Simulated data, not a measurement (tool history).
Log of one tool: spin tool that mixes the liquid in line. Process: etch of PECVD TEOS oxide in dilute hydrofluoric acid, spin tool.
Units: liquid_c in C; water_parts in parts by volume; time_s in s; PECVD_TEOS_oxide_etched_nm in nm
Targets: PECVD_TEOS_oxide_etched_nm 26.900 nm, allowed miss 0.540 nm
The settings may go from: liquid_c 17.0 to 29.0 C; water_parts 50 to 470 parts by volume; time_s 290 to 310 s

run,hour,liquid_c,water_parts,time_s,PECVD_TEOS_oxide_etched_nm
1,0.0,21.0,260,290,23.509
2,5.4,19.0,260,290,21.758
3,6.0,19.0,315,290,16.826
4,11.7,17.0,315,290,15.616
5,20.4,21.0,305,290,19.036
6,28.3,18.0,305,290,17.147
7,29.3,21.5,300,290,20.130
8,36.3,24.0,300,290,21.697
9,43.0,25.5,295,290,23.449
10,46.5,26.5,295,290,24.161
11,55.1,27.5,295,290,24.688
12,56.5,28.0,290,290,25.899

Which of these 4 next moves meets every target?
A,57.9,26.0,280,295,?
B,57.9,28.5,285,290,?
C,57.9,29.0,310,305,?
D,57.9,29.0,305,290,?

move,PECVD_TEOS_oxide_etched_nm
A,26.049
B,27.226
C,26.050
D,25.310
A: nearer than the last run, and not there yet
B: meets every target
C: nearer than the last run, and not there yet
D: further off than the last run
The right move is B.
